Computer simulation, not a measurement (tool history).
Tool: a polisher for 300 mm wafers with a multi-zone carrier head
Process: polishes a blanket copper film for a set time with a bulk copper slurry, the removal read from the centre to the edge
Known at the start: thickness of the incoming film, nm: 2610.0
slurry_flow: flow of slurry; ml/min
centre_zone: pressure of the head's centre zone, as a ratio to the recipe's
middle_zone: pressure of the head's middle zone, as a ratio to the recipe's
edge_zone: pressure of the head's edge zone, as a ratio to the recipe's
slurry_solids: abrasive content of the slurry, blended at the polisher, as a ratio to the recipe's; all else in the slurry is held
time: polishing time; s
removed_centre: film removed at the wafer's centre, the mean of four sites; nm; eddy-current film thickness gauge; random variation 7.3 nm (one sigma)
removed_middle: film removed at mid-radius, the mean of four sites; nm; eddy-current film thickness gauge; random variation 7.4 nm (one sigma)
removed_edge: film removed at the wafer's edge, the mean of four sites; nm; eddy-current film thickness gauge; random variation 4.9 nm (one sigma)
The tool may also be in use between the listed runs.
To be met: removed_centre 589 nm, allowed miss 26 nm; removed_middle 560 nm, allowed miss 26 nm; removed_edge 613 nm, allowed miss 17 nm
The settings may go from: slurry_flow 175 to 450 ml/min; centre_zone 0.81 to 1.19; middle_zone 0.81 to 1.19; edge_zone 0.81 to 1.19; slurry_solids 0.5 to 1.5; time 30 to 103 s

run    day  slurry_flow  centre_zone  middle_zone  edge_zone  slurry_solids  time  removed_centre  removed_middle  removed_edge
  1      0          290            1            1          1              1    66          903.23          890.38        900.91
  2  0.375          285         0.99         0.98       0.98            0.9    64          843.27          834.16        842.57
  3  0.467          285         0.99         0.98       1.02            0.9    64          855.74          821.56        873.85
  4  0.729          285         0.99         0.98       0.96            0.9    64          831.88          823.37        842.71
  5  0.879          285         0.99         0.98       0.96            1.1    64          856.66           879.9        879.76
  6  1.154          285         0.99          0.9       0.96            1.1    64          884.08          810.14        877.34
  7  1.308          285         0.98         0.89       0.94              1    62          831.28          765.71        827.18
  8  1.479          280         0.97         0.88       0.93           0.95    60          794.76          734.74        782.78
  9  1.746          255         0.88         0.81       0.97            0.7    48          545.93          516.72        606.67

4 next moves are on the table. One of them brings every result within its allowed miss. Which?
  A  2.012          275         0.91         0.84       0.88           0.65    51               ?               ?             ?
  B  2.012          270         1.06         0.81       1.07           0.65    47               ?               ?             ?
  C  2.012          215         0.81         0.95       0.98            0.6    48               ?               ?             ?
  D  2.012          230         0.86         0.81       0.98           0.75    46               ?               ?             ?

move  removed_centre  removed_middle  removed_edge
   A           586.3          552.68        612.11
   B          623.27          494.61        618.73
   C          479.16          554.08        589.28
   D          505.73          490.23        588.46
A: meets every target
B: further off than the last run
C: brings the result that was furthest off to its target, and leaves another outside
D: further off than the last run
The right move is A.
